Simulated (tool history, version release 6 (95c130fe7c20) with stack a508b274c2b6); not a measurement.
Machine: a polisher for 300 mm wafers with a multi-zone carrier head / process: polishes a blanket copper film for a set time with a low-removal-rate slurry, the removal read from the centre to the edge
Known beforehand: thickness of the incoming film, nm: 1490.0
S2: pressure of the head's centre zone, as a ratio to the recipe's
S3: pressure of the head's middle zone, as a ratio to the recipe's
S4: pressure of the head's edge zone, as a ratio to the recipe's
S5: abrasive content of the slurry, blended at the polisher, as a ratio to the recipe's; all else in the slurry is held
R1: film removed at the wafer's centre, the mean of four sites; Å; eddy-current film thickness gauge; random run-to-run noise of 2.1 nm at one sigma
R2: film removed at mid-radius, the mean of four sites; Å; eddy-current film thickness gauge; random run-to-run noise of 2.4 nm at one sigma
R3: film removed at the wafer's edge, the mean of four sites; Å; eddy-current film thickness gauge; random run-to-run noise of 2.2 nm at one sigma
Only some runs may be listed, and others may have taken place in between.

{"run": 1, "hour": 0.0, "flow of slurry (ml/min)": 245, "S2": 1, "S3": 1, "S4": 1, "S5": 1, "polishing time (s)": 77, "R1": 1678.4, "R2": 1736.3, "R3": 1705.6}
{"run": 2, "hour": 6.9, "flow of slurry (ml/min)": 250, "S2": 1.02, "S3": 1.02, "S4": 1.02, "S5": 1.05, "polishing time (s)": 78, "R1": 1768.4, "R2": 1807.9, "R3": 1760.6}
{"run": 3, "hour": 8.0, "flow of slurry (ml/min)": 195, "S2": 1.02, "S3": 1.02, "S4": 1.02, "S5": 1.05, "polishing time (s)": 78, "R1": 1725.7, "R2": 1703.8, "R3": 1711.9}
{"run": 4, "hour": 10.9, "flow of slurry (ml/min)": 210, "S2": 1.03, "S3": 1.04, "S4": 1.04, "S5": 1.1, "polishing time (s)": 79, "R1": 1761, "R2": 1843.7, "R3": 1789.9}
{"run": 5, "hour": 16.0, "flow of slurry (ml/min)": 220, "S2": 1.05, "S3": 1.04, "S4": 1.04, "S5": 1.15, "polishing time (s)": 80, "R1": 1899.5, "R2": 1875.6, "R3": 1814.9}
{"run": 6, "hour": 20.2, "flow of slurry (ml/min)": 230, "S2": 1.06, "S3": 1.05, "S4": 1.06, "S5": 1.2, "polishing time (s)": 81, "R1": 1928.5, "R2": 1951.9, "R3": 1873.8}
{"run": 7, "hour": 21.2, "flow of slurry (ml/min)": 235, "S2": 1.07, "S3": 1.06, "S4": 1.07, "S5": 1.25, "polishing time (s)": 82, "R1": 1991, "R2": 2045.5, "R3": 1900.4}

For run 8, what comes out?
{"run": 8, "hour": 27.5, "flow of slurry (ml/min)": 240, "S2": 1.08, "S3": 1.06, "S4": 1.08, "S5": 1.3, "polishing time (s)": 83, "R1": "?", "R2": "?", "R3": "?"}

R1: 2057.9 Å
R2: 2064.6 Å
R3: 1994 Å
